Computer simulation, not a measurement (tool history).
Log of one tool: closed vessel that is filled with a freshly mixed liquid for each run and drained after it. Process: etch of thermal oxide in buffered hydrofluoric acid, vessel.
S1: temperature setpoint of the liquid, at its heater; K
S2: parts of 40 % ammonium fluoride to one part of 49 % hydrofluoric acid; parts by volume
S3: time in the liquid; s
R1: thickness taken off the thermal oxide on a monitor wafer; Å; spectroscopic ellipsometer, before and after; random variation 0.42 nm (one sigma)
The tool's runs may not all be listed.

{"run": 1, "hour": 0.0, "S1": 296.15, "S2": 11, "S3": 85, "R1": 734.44}
{"run": 2, "hour": 2.0, "S1": 296.15, "S2": 9.5, "S3": 85, "R1": 840.18}
{"run": 3, "hour": 6.9, "S1": 296.15, "S2": 12, "S3": 85, "R1": 671.81}
{"run": 4, "hour": 11.7, "S1": 294.15, "S2": 12.5, "S3": 85, "R1": 578.27}
{"run": 5, "hour": 16.9, "S1": 294.15, "S2": 12.5, "S3": 95, "R1": 651.44}
{"run": 6, "hour": 22.6, "S1": 294.15, "S2": 15.5, "S3": 95, "R1": 525.44}
{"run": 7, "hour": 31.1, "S1": 293.65, "S2": 15.5, "S3": 95, "R1": 502.32}

Forecast run 8:
{"run": 8, "hour": 37.5, "S1": 293.15, "S2": 15.5, "S3": 95, "R1": "?"}

{"run 8": {"R1": 494.28}}

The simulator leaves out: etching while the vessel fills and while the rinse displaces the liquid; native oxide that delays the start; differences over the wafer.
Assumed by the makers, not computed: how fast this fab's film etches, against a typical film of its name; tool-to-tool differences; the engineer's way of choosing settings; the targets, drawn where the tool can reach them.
